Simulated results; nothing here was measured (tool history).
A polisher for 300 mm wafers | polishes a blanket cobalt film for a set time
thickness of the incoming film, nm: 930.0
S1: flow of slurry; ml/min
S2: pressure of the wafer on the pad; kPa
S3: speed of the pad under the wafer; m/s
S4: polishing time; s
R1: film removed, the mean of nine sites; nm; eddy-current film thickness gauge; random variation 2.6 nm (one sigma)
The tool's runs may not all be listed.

run  hour   S1    S2    S3  S4      R1
  1     0  180  13.8  1.24  47  280.34
  2   6.1  185  14.5  1.24  47  294.92
  3   8.1  185  14.5  1.24  49  306.31
  4  15.7  185  11.7  1.24  49  265.88
  5  24.1  185  11.7  1.04  49  224.42
  6  30.9  190  13.1  1.04  49  241.68
  7  39.7  190  14.5  1.04  49  261.64
  8  47.2  195  15.2  1.04  49  268.64
  9  52.8  195  15.9  1.04  49  277.61
 10  61.5  235    20  1.06  49     349

The next listed run, before its measurement:
 11  69.7  235  20.7  1.06  49   ?

{"run 11": {"R1": 360.02}}

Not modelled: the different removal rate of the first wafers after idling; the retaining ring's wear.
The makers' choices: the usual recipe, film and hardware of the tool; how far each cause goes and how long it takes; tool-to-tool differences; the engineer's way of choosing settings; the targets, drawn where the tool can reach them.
